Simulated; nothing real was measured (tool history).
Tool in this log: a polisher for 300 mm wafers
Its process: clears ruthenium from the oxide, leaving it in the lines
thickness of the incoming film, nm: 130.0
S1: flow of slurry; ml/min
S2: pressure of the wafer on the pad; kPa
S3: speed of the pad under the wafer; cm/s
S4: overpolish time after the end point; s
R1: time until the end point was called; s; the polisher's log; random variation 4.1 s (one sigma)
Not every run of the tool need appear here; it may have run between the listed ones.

run	hour	S1	S2	S3	S4	R1
1	0.0	225	15.2	82	12	167.53
2	0.6	225	13.8	82	12	186.82
3	8.0	225	13.8	82	12	181.99
4	10.6	225	13.8	82	9	182.36
5	18.7	225	13.8	82	12	190.34
6	27.4	255	13.8	82	12	184.78
7	34.1	255	12.4	82	12	204.22
8	38.1	255	11.7	82	12	213.29
9	40.7	255	11.0	82	12	231.63
10	45.9	255	10.3	82	12	243.31

What does the tool deliver on the next run?
11	51.4	255	9.7	82	12	?

Run 11 produced R1 252.62 s.

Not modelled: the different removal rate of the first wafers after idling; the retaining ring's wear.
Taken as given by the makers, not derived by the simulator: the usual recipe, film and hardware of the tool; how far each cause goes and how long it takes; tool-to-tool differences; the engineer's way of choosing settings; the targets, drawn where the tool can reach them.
